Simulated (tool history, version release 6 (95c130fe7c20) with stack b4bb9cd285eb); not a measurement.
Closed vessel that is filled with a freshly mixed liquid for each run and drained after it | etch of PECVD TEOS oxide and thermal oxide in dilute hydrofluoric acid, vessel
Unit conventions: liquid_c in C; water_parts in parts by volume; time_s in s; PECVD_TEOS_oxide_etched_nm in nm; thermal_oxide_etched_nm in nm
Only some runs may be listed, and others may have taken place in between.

run	hour	liquid_c	water_parts	time_s	PECVD_TEOS_oxide_etched_nm	thermal_oxide_etched_nm
1	0	24	55	75	39.226	6.8637
2	7.8	25.5	55	75	41.681	7.3663
3	12.8	25.5	45	75	52.252	9.0278
4	20.5	25.5	25	75	96.637	16.853
5	22.6	25.5	40	75	58.689	10.477
6	30.6	24	45	75	48.696	8.5504
7	36.8	24	45	75	49.15	8.5252
8	38.7	24	45	75	48.683	8.4869
9	43.9	22.5	45	75	45.754	8.0565
10	53.2	22.5	45	75	45.859	8.0261

What will run 11 give?
11	57.3	21	45	75	?	?

PECVD_TEOS_oxide_etched_nm: 42.994 nm
thermal_oxide_etched_nm: 7.5114 nm
